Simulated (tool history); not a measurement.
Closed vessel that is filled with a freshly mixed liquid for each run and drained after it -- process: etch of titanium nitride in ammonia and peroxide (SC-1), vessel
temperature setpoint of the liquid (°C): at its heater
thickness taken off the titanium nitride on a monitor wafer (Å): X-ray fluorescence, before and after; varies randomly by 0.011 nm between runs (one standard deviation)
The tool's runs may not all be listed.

run  hour  temperature setpoint of the liquid (°C)  parts of water to one part of 30 % peroxide (parts by volume)  parts of 29 % ammonia solution to one part of 30 % peroxide (parts by volume)  time in the liquid (s)  thickness taken off the titanium nitride on a monitor wafer (Å)
  1     0                                       51                                                           12.5                                                                            0.4                      65                                                           33.958
  2   6.1                                     50.5                                                           12.5                                                                            0.4                      65                                                           32.732
  3  12.8                                     50.5                                                             15                                                                            0.4                      65                                                           29.746
  4  21.8                                       50                                                             15                                                                            0.4                      65                                                           28.669
  5  24.9                                       43                                                             15                                                                            0.4                      65                                                            17.22
  6  26.1                                       43                                                             15                                                                           0.35                      65                                                           17.114

Run 7 comes next. What will it give?
  7  31.2                                       44                                                             15                                                                           0.35                      65                                                                ?

Run 7 came out at thickness taken off the titanium nitride on a monitor wafer (Å) 18.366.
